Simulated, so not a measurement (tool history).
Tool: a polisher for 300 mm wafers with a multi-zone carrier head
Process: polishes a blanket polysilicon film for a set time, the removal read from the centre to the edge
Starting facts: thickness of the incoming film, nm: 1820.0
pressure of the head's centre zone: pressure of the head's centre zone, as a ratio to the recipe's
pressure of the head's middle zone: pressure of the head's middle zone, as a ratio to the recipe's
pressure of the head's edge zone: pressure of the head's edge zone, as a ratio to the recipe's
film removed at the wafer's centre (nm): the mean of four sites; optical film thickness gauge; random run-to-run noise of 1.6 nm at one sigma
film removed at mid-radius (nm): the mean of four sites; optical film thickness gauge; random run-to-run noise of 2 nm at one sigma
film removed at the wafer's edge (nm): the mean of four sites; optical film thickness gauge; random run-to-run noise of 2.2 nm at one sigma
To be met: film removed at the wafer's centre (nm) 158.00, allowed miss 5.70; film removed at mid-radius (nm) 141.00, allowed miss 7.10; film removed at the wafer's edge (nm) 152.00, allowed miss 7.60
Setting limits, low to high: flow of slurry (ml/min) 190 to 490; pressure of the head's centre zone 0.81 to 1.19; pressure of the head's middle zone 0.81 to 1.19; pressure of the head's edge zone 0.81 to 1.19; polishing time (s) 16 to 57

| run | hour | flow of slurry (ml/min) | pressure of the head's centre zone | pressure of the head's middle zone | pressure of the head's edge zone | polishing time (s) | film removed at the wafer's centre (nm) | film removed at mid-radius (nm) | film removed at the wafer's edge (nm) |
|---|---|---|---|---|---|---|---|---|---|
| 1 | 0.0 | 315 | 1.00 | 1.00 | 1.00 | 36 | 212.17 | 208.64 | 215.59 |
| 2 | 6.9 | 315 | 1.00 | 0.97 | 0.97 | 32 | 189.69 | 176.57 | 192.02 |
| 3 | 9.1 | 315 | 1.00 | 1.05 | 0.97 | 32 | 186.76 | 191.48 | 188.67 |
| 4 | 16.6 | 315 | 1.01 | 1.02 | 0.94 | 30 | 178.39 | 174.51 | 173.24 |
|  | 23.4 | edge zone pressure recalibrated |
| 5 | 23.4 | 280 | 1.01 | 1.02 | 0.94 | 30 | 175.59 | 172.28 | 165.10 |
| 6 | 29.4 | 280 | 1.07 | 1.02 | 0.94 | 30 | 188.23 | 172.94 | 170.35 |
| 7 | 30.8 | 270 | 1.03 | 0.98 | 0.93 | 29 | 174.88 | 164.23 | 162.45 |
| 8 | 38.4 | 265 | 0.99 | 0.88 | 0.96 | 26 | 148.36 | 132.39 | 145.79 |
| 9 | 42.1 | 275 | 1.00 | 0.90 | 0.96 | 26 | 153.80 | 136.04 | 147.40 |

Pick the move, out of 5, that brings all results within their allowed miss; only one does.
| A | 45.8 | 270 | 1.08 | 0.88 | 0.87 | 26 | ? | ? | ? |
| B | 45.8 | 205 | 0.94 | 0.90 | 0.95 | 27 | ? | ? | ? |
| C | 45.8 | 395 | 0.94 | 0.88 | 1.03 | 25 | ? | ? | ? |
| D | 45.8 | 390 | 0.89 | 0.87 | 0.98 | 27 | ? | ? | ? |
| E | 45.8 | 345 | 0.98 | 0.89 | 0.93 | 27 | ? | ? | ? |

| move | film removed at the wafer's centre (nm) | film removed at mid-radius (nm) | film removed at the wafer's edge (nm) |
|---|---|---|---|
| A | 161.40 | 134.58 | 137.34 |
| B | 142.75 | 139.83 | 146.38 |
| C | 138.49 | 132.55 | 145.51 |
| D | 141.43 | 141.75 | 153.36 |
| E | 154.63 | 143.34 | 148.76 |
A: brings the last run's worst result on target, with another outside its allowed miss
B: lands further from the targets than the last run did
C: lands further from the targets than the last run did
D: lands further from the targets than the last run did
E: all results land within tolerance of their targets
Correct choice: E, which meets every target
